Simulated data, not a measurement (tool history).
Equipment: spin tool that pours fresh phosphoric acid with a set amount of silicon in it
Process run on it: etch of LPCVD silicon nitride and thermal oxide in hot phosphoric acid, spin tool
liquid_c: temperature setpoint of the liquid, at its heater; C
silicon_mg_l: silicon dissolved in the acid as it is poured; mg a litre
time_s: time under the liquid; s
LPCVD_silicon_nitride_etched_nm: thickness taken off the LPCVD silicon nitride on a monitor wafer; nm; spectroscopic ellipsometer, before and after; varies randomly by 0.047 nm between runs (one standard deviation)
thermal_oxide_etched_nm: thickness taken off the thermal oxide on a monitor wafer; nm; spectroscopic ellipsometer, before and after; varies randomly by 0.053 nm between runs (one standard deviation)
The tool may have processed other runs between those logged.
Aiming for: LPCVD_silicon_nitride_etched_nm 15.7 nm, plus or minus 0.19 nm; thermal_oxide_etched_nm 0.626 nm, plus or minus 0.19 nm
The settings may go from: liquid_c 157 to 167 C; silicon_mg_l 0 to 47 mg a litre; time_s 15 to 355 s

run,hour,liquid_c,silicon_mg_l,time_s,LPCVD_silicon_nitride_etched_nm,thermal_oxide_etched_nm
1,0,162,20.5,180,14.294,0.36165
2,2,162.5,18,180,14.563,0.44343
3,3.1,163,17.5,180,14.861,0.41004
4,4.9,163,28.5,180,14.788,0.28209
5,10.2,163.5,24,180,14.979,0.31786
6,15.2,161.5,24,180,14.046,0.28509
7,23.5,162,21.5,180,14.266,0.38013
8,31,162.5,18.5,180,14.572,0.40127
9,31.7,163,16.5,180,14.801,0.41701
10,34.6,163.5,14,180,14.975,0.44319
11,37.5,164,11.5,180,15.18,0.57011

Exercise: of the 4 proposed moves below, exactly one satisfies all targets within the stated allowed misses. Which move is it?
A,40.4,163,2.5,195,?,?
B,40.4,165,7,185,?,?
C,40.4,164,4,170,?,?
D,40.4,163,4.5,190,?,?

move,LPCVD_silicon_nitride_etched_nm,thermal_oxide_etched_nm
A,16.062,0.61975
B,16.277,0.62176
C,14.473,0.56456
D,15.65,0.58086
A: carries the result that was furthest off beyond its target, to the other side
B: carries the result that was furthest off beyond its target, to the other side
C: lands further from the targets than the last run did
D: all results in spec
So the answer is move D, the one that meets all the targets.
